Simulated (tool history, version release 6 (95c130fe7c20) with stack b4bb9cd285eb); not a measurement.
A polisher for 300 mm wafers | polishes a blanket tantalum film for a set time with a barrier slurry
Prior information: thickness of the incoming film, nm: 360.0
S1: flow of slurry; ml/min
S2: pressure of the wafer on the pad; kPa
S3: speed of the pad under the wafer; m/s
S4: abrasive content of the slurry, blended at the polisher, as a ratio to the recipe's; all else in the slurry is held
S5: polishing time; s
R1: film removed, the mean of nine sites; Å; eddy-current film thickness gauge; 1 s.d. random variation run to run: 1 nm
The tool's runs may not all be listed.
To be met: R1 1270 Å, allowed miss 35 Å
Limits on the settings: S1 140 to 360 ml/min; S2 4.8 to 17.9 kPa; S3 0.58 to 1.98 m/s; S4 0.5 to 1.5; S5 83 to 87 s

Run 1, hour 0: S1 230 ml/min, S2 11 kPa, S3 1.28 m/s, S4 1, S5 83 s. Result: R1 1447.5 Å.
Run 2, hour 6: S1 195 ml/min, S2 11 kPa, S3 1.28 m/s, S4 1, S5 83 s. Result: R1 1424 Å.
Run 3, hour 11.4: S1 195 ml/min, S2 11 kPa, S3 1.04 m/s, S4 1, S5 83 s. Result: R1 1164.8 Å.
Run 4, hour 14.1: S1 195 ml/min, S2 13.8 kPa, S3 1.04 m/s, S4 1, S5 83 s. Result: R1 1427.3 Å.
Run 5, hour 20.5: S1 150 ml/min, S2 13.8 kPa, S3 1.04 m/s, S4 1, S5 83 s. Result: R1 1414.4 Å.
Run 6, hour 21.3: S1 150 ml/min, S2 13.8 kPa, S3 0.78 m/s, S4 1, S5 83 s. Result: R1 1057.2 Å.
At hour 23.6: slurry nozzle cleaned.
Run 7, hour 23.6: S1 165 ml/min, S2 14.5 kPa, S3 0.78 m/s, S4 1, S5 83 s. Result: R1 1148.8 Å.
Run 8, hour 26.4: S1 175 ml/min, S2 14.5 kPa, S3 0.78 m/s, S4 1, S5 83 s. Result: R1 1149.8 Å.
Run 9, hour 30.4: S1 185 ml/min, S2 14.5 kPa, S3 0.78 m/s, S4 1, S5 83 s. Result: R1 1177.6 Å.
Run 10, hour 38.3: S1 200 ml/min, S2 14.5 kPa, S3 0.78 m/s, S4 1, S5 83 s. Result: R1 1164.9 Å.

Pick the move, out of 5, that brings all results within their allowed miss; only one does.
Run A, hour 46.2: S1 255 ml/min, S2 16.5 kPa, S3 0.72 m/s, S4 0.9, S5 87 s. Result: R1 ?.
Run B, hour 46.2: S1 200 ml/min, S2 16.5 kPa, S3 0.74 m/s, S4 1.05, S5 86 s. Result: R1 ?.
Run C, hour 46.2: S1 230 ml/min, S2 15.9 kPa, S3 0.68 m/s, S4 0.75, S5 87 s. Result: R1 ?.
Run D, hour 46.2: S1 145 ml/min, S2 14.5 kPa, S3 0.84 m/s, S4 1.2, S5 87 s. Result: R1 ?.
Run E, hour 46.2: S1 150 ml/min, S2 14.5 kPa, S3 0.7 m/s, S4 0.9, S5 87 s. Result: R1 ?.

move      R1
   A  1274.6
   B  1328.7
   C  1085.2
   D  1346.4
   E  1049.2
A: hits every target within its allowed miss
B: takes the result that was furthest off past its target
C: further off than the last run
D: takes the result that was furthest off past its target
E: further off than the last run
The move that meets every target is A.
